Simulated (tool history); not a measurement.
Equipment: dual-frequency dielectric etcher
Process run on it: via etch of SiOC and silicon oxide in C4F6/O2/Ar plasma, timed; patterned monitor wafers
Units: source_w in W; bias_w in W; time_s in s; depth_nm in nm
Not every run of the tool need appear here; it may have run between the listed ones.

run,hour,source_w,bias_w,time_s,depth_nm
1,0,450,143,103.5,111.45
2,6.2,420,140,103.5,107.81
3,13.4,390,138,103.5,103.48
4,16.2,390,138,103.5,104.59
5,25.1,370,136,103.5,100.71
6,32.4,340,136,103.5,98.152
7,38.2,300,133,103.5,91.612
# hour 43: source power generator calibrated
8,43,310,133,103.5,91.624

Expected results for the next run?
9,50.9,320,133,103.5,?

depth_nm: 93.129 nm
